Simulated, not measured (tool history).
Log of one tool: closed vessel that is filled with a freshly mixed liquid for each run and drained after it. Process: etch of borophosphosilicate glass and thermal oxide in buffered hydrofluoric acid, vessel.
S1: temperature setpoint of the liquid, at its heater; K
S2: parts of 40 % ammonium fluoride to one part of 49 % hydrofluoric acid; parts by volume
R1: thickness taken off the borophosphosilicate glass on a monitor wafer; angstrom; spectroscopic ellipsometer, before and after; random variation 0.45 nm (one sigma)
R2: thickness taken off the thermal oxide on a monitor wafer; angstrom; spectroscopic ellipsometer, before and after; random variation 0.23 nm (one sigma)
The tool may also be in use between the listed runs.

{"run": 1, "hour": 0.0, "S1": 295.15, "S2": 18.0, "time in the liquid (s)": 60, "R1": 1135.2, "R2": 389.09}
{"run": 2, "hour": 6.1, "S1": 293.65, "S2": 18.5, "time in the liquid (s)": 60, "R1": 1004.7, "R2": 340.93}
{"run": 3, "hour": 10.6, "S1": 291.15, "S2": 18.5, "time in the liquid (s)": 60, "R1": 877.44, "R2": 297.91}
{"run": 4, "hour": 17.1, "S1": 291.15, "S2": 21.5, "time in the liquid (s)": 60, "R1": 753.57, "R2": 256.48}
{"run": 5, "hour": 23.1, "S1": 290.15, "S2": 21.5, "time in the liquid (s)": 60, "R1": 710.97, "R2": 243.05}
{"run": 6, "hour": 28.7, "S1": 291.15, "S2": 21.5, "time in the liquid (s)": 60, "R1": 754.73, "R2": 256.99}

The next listed run, before its measurement:
{"run": 7, "hour": 36.7, "S1": 291.65, "S2": 21.5, "time in the liquid (s)": 60, "R1": "?", "R2": "?"}

Run 7 gave R1 773.03 angstrom, R2 264.59 angstrom.
